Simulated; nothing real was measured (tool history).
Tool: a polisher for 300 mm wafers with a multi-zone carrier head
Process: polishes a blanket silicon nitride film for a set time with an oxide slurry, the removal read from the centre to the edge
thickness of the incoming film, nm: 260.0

run  hour  flow of slurry (ml/min)  pressure of the head's centre zone  pressure of the head's middle zone  pressure of the head's edge zone  abrasive content of the slurry  polishing time (s)  film removed at the wafer's centre (angstrom)  film removed at mid-radius (angstrom)  film removed at the wafer's edge (angstrom)
  1     0                      235                                   1                                   1                                 1                               1                  39                                          159.4                                 160.08                                       169.82
  2   4.6                      235                                   1                                   1                                 1                             0.9                  39                                         153.42                                 154.22                                       160.34
  3  11.9                      260                                   1                                   1                                 1                             0.9                  39                                         156.22                                 156.56                                       164.24
  4  16.4                      270                                   1                                1.04                              1.01                               1                  39                                          163.6                                 168.07                                       175.52
  5  20.8                      270                                   1                                1.07                              0.99                             1.1                  40                                         175.23                                  179.9                                        181.7
     28.3  -- slurry nozzle cleaned
  6  28.3                      270                                   1                                1.02                              0.99                             1.1                  40                                         187.05                                 187.33                                       192.59

Run 7 comes next. What will it give?
  7  34.3                      285                                0.96                                1.01                              0.97                            1.15                  40                                              ?                                      ?                                            ?

film removed at the wafer's centre (angstrom): 182.77
film removed at mid-radius (angstrom): 191.63
film removed at the wafer's edge (angstrom): 195.23

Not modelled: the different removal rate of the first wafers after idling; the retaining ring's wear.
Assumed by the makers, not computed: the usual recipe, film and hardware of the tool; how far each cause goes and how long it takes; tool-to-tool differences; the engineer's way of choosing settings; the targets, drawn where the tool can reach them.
